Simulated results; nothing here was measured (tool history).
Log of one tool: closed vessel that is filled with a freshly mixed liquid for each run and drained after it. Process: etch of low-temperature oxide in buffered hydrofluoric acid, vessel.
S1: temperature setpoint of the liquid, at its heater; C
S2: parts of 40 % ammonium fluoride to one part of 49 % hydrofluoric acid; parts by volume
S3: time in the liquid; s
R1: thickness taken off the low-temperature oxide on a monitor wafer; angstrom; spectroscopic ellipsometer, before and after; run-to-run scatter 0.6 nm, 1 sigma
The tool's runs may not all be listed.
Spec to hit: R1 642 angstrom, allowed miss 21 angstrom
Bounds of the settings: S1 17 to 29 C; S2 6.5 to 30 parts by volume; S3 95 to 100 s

run	day	S1	S2	S3	R1
1	0	21	19.5	95	826.39
2	0.058	21	24.5	95	698.42
3	0.104	21	30	95	588.08
4	0.312	21	30	95	591.6
# day 0.438: hydrofluoric acid flow meter replaced
5	0.438	21.5	30	95	675.74
6	0.521	21.5	26.5	95	740.14
7	0.612	21	26.5	95	710.16
8	0.85	20.5	26.5	95	703.34

5 candidate next runs follow, results not yet known. Just one meets every target within its allowed miss. Identify it.
A	1.088	19	26	95	?
B	1.088	17	22.5	100	?
C	1.088	18.5	30	100	?
D	1.088	19.5	24	95	?
E	1.088	22.5	25.5	95	?

move	R1
A	649.66
B	674.41
C	602.01
D	706.32
E	801.06
A: each result inside its tolerance
B: better than the last run, though not everything is in spec
C: pushes the last run's worst result past its target
D: just as far off the targets as the last run
E: further off than the last run
A is the move that brings every result within its allowed miss.

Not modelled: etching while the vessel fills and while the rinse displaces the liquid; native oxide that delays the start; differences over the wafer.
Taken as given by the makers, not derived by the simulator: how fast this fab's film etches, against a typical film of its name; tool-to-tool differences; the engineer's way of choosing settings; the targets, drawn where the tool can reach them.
